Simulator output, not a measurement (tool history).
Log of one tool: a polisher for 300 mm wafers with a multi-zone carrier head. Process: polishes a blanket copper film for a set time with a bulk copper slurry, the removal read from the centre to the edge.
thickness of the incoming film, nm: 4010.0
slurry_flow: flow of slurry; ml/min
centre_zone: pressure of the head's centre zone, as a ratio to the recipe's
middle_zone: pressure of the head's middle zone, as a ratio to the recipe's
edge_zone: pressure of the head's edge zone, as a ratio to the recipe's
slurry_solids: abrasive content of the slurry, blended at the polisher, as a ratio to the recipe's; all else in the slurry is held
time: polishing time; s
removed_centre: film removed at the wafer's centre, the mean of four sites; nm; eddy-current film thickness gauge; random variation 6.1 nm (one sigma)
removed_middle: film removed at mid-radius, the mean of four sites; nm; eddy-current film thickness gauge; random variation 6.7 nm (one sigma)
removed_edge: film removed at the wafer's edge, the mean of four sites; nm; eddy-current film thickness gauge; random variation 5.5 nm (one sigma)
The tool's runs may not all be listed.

Run 1, hour 0.0: slurry_flow 180 ml/min, centre_zone 1.00, middle_zone 1.00, edge_zone 1.00, slurry_solids 1.00, time 75 s. Result: removed_centre 832.65 nm, removed_middle 796.11 nm, removed_edge 814.39 nm.
Run 2, hour 0.8: slurry_flow 180 ml/min, centre_zone 1.00, middle_zone 0.95, edge_zone 1.00, slurry_solids 1.00, time 75 s. Result: removed_centre 824.87 nm, removed_middle 748.26 nm, removed_edge 805.54 nm.
Run 3, hour 6.2: slurry_flow 180 ml/min, centre_zone 1.00, middle_zone 0.95, edge_zone 1.00, slurry_solids 0.80, time 75 s. Result: removed_centre 777.90 nm, removed_middle 719.69 nm, removed_edge 771.24 nm.
Run 4, hour 13.3: slurry_flow 180 ml/min, centre_zone 1.00, middle_zone 0.95, edge_zone 1.00, slurry_solids 0.80, time 65 s. Result: removed_centre 674.64 nm, removed_middle 619.43 nm, removed_edge 672.12 nm.
Run 5, hour 18.7: slurry_flow 180 ml/min, centre_zone 1.00, middle_zone 0.95, edge_zone 1.00, slurry_solids 0.80, time 57 s. Result: removed_centre 594.48 nm, removed_middle 552.77 nm, removed_edge 580.59 nm.
Run 6, hour 21.7: slurry_flow 180 ml/min, centre_zone 1.00, middle_zone 0.99, edge_zone 1.00, slurry_solids 0.80, time 57 s. Result: removed_centre 592.02 nm, removed_middle 567.90 nm, removed_edge 583.14 nm.
Run 7, hour 26.8: slurry_flow 190 ml/min, centre_zone 1.01, middle_zone 0.99, edge_zone 1.03, slurry_solids 0.85, time 57 s. Result: removed_centre 613.24 nm, removed_middle 582.90 nm, removed_edge 608.99 nm.
Run 8, hour 32.2: slurry_flow 200 ml/min, centre_zone 1.02, middle_zone 0.99, edge_zone 1.05, slurry_solids 0.85, time 57 s. Result: removed_centre 624.81 nm, removed_middle 583.77 nm, removed_edge 610.32 nm.
Run 9, hour 39.6: slurry_flow 205 ml/min, centre_zone 1.03, middle_zone 0.99, edge_zone 1.07, slurry_solids 0.90, time 57 s. Result: removed_centre 647.70 nm, removed_middle 597.21 nm, removed_edge 623.69 nm.
Run 10, hour 47.8: slurry_flow 210 ml/min, centre_zone 1.03, middle_zone 0.98, edge_zone 1.09, slurry_solids 0.95, time 57 s. Result: removed_centre 659.62 nm, removed_middle 599.68 nm, removed_edge 649.54 nm.
Run 11, hour 52.3: slurry_flow 220 ml/min, centre_zone 1.03, middle_zone 0.98, edge_zone 1.10, slurry_solids 0.95, time 57 s. Result: removed_centre 651.55 nm, removed_middle 614.52 nm, removed_edge 654.64 nm.
Run 12, hour 57.2: slurry_flow 225 ml/min, centre_zone 1.04, middle_zone 0.98, edge_zone 1.11, slurry_solids 0.95, time 57 s. Result: removed_centre 670.41 nm, removed_middle 591.08 nm, removed_edge 652.36 nm.

Forecast run 13:
Run 13, hour 63.9: slurry_flow 230 ml/min, centre_zone 1.04, middle_zone 0.99, edge_zone 1.12, slurry_solids 0.95, time 57 s. Result: removed_centre ?, removed_middle ?, removed_edge ?.

removed_centre: 676.05 nm
removed_middle: 611.50 nm
removed_edge: 661.19 nm
